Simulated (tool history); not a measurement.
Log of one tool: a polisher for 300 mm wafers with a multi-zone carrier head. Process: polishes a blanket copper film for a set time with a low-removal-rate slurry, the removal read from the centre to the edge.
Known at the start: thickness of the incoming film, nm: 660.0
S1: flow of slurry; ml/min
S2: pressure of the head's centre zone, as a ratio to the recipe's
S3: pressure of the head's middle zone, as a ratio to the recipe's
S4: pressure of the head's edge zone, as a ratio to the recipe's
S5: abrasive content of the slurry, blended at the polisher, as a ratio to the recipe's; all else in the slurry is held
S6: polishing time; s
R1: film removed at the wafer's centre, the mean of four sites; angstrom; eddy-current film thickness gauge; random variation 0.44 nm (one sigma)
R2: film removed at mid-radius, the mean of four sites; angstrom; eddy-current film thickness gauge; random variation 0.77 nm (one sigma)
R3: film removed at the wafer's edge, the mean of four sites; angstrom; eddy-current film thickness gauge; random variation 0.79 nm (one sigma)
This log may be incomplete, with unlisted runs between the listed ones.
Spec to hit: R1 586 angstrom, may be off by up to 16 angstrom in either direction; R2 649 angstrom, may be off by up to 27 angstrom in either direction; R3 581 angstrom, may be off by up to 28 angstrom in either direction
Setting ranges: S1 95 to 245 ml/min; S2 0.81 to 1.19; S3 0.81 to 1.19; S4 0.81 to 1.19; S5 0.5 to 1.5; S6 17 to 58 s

Run 1, hour 0: S1 155 ml/min, S2 1, S3 1, S4 1, S5 1, S6 37 s. Result: R1 719.96 angstrom, R2 726.1 angstrom, R3 690.67 angstrom.
Run 2, hour 5.5: S1 150 ml/min, S2 0.99, S3 1, S4 0.99, S5 0.95, S6 37 s. Result: R1 708.43 angstrom, R2 719.77 angstrom, R3 693.91 angstrom.
Run 3, hour 10.4: S1 150 ml/min, S2 0.99, S3 1.03, S4 0.99, S5 0.95, S6 37 s. Result: R1 698.82 angstrom, R2 746.43 angstrom, R3 704.79 angstrom.
Run 4, hour 14.2: S1 155 ml/min, S2 0.98, S3 1.03, S4 0.97, S5 0.95, S6 37 s. Result: R1 689.49 angstrom, R2 754.7 angstrom, R3 685.5 angstrom.
Run 5, hour 17.6: S1 155 ml/min, S2 0.97, S3 1.02, S4 0.96, S5 0.95, S6 37 s. Result: R1 688.42 angstrom, R2 746.91 angstrom, R3 684.62 angstrom.
Run 6, hour 25.8: S1 155 ml/min, S2 0.97, S3 1.02, S4 1, S5 0.95, S6 37 s. Result: R1 697.58 angstrom, R2 729.17 angstrom, R3 702.69 angstrom.
Run 7, hour 27.7: S1 155 ml/min, S2 0.96, S3 1.01, S4 0.98, S5 0.95, S6 37 s. Result: R1 683.22 angstrom, R2 731.02 angstrom, R3 684.62 angstrom.
Run 8, hour 33: S1 155 ml/min, S2 0.95, S3 1, S4 0.97, S5 0.95, S6 37 s. Result: R1 677.02 angstrom, R2 721.97 angstrom, R3 682.36 angstrom.
Run 9, hour 34.9: S1 155 ml/min, S2 0.95, S3 1, S4 0.97, S5 0.95, S6 37 s. Result: R1 678.4 angstrom, R2 701.14 angstrom, R3 688.56 angstrom.
Run 10, hour 41.8: S1 155 ml/min, S2 0.95, S3 1, S4 0.96, S5 0.9, S6 37 s. Result: R1 670.79 angstrom, R2 704.99 angstrom, R3 668.09 angstrom.
Run 11, hour 45.3: S1 155 ml/min, S2 0.94, S3 1, S4 0.95, S5 0.9, S6 37 s. Result: R1 669.97 angstrom, R2 726.36 angstrom, R3 666.62 angstrom.
Run 12, hour 46.2: S1 115 ml/min, S2 0.91, S3 0.95, S4 0.86, S5 0.65, S6 36 s. Result: R1 554.19 angstrom, R2 597.42 angstrom, R3 567.53 angstrom.
Run 13, hour 53: S1 120 ml/min, S2 0.91, S3 0.95, S4 0.86, S5 0.65, S6 36 s. Result: R1 570.27 angstrom, R2 607.7 angstrom, R3 570.51 angstrom.

Below are 4 possible settings for the next run. Only one of them brings all results inside the allowed miss of their targets. Which is it?
Run A, hour 59.8: S1 105 ml/min, S2 0.92, S3 1, S4 0.81, S5 0.55, S6 39 s. Result: R1 ?, R2 ?, R3 ?.
Run B, hour 59.8: S1 145 ml/min, S2 0.94, S3 1.09, S4 0.81, S5 0.6, S6 33 s. Result: R1 ?, R2 ?, R3 ?.
Run C, hour 59.8: S1 150 ml/min, S2 1.06, S3 1.16, S4 0.81, S5 0.7, S6 33 s. Result: R1 ?, R2 ?, R3 ?.
Run D, hour 59.8: S1 105 ml/min, S2 0.97, S3 0.92, S4 0.87, S5 0.75, S6 36 s. Result: R1 ?, R2 ?, R3 ?.

move      R1      R2      R3
   A  584.57  642.22  584.16
   B  555.43  637.93  526.46
   C  631.52  691.56  539.76
   D  587.51   576.5  581.27
A: each result inside its tolerance
B: corrects the largest miss of the last run, while another result sits out of spec
C: takes the biggest miss from the last run beyond its target
D: lands further from the targets than the last run did
Go with A: it meets all targets.
